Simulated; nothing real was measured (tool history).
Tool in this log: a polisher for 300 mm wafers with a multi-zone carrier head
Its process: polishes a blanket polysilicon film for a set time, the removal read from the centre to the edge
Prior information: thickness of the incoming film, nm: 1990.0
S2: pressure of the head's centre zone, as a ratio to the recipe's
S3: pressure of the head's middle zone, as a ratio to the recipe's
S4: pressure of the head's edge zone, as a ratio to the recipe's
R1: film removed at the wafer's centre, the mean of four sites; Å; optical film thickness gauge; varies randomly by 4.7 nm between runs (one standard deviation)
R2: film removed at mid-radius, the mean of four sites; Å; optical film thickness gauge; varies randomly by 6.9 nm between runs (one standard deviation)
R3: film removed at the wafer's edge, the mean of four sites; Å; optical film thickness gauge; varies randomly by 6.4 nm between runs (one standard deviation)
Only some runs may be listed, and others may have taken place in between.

run 1 day=0 | flow_of_slurry_(ml/min)=130 S2=1 S3=1 S4=1 polishing_time_(s)=47 | R1=4230.7 R2=4623.1 R3=4464.7
run 2 day=0.075 | flow_of_slurry_(ml/min)=140 S2=1 S3=1.03 S4=1.03 polishing_time_(s)=48 | R1=4298.3 R2=4904.7 R3=4660.9
run 3 day=0.442 | flow_of_slurry_(ml/min)=150 S2=1.01 S3=1.06 S4=1.05 polishing_time_(s)=49 | R1=4554.6 R2=5075.9 R3=4908.1
run 4 day=0.779 | flow_of_slurry_(ml/min)=150 S2=0.98 S3=1.06 S4=1.05 polishing_time_(s)=49 | R1=4514.6 R2=4997.3 R3=4960.6
run 5 day=0.9 | flow_of_slurry_(ml/min)=140 S2=0.99 S3=1.09 S4=1.05 polishing_time_(s)=51 | R1=4596.3 R2=5315 R3=5129.9
run 6 day=1.125 | flow_of_slurry_(ml/min)=140 S2=1.05 S3=1.09 S4=1.05 polishing_time_(s)=51 | R1=4891.8 R2=5347.3 R3=5056.1

What does the tool deliver on the next run?
run 7 day=1.196 | flow_of_slurry_(ml/min)=145 S2=1.03 S3=1.11 S4=1.03 polishing_time_(s)=52 | R1=? R2=? R3=?

{"run 7": {"R1": 4884.8, "R2": 5636.6, "R3": 5162.5}}

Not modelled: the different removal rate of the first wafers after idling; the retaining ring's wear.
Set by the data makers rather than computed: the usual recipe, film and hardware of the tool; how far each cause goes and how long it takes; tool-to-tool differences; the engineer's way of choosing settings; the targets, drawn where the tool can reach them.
